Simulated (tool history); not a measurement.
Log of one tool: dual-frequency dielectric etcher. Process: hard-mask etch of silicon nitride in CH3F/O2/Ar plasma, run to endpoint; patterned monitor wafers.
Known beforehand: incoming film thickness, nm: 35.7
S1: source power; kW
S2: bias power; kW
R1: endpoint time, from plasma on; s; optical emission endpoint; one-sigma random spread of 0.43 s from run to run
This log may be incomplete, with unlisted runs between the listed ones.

{"run": 1, "day": 0.0, "S1": 0.37, "S2": 0.056, "R1": 56.406}
{"run": 2, "day": 0.071, "S1": 0.37, "S2": 0.066, "R1": 53.939}
{"run": 3, "day": 0.1, "S1": 0.35, "S2": 0.064, "R1": 56.352}
{"run": 4, "day": 0.429, "S1": 0.33, "S2": 0.063, "R1": 57.967}
{"run": 5, "day": 0.454, "S1": 0.32, "S2": 0.062, "R1": 59.56}
{"run": 6, "day": 0.479, "S1": 0.32, "S2": 0.053, "R1": 62.506}
{"run": 7, "day": 0.646, "S1": 0.31, "S2": 0.053, "R1": 63.533}

What does the tool deliver on the next run?
{"run": 8, "day": 0.758, "S1": 0.3, "S2": 0.053, "R1": "?"}

R1: 63.985 s
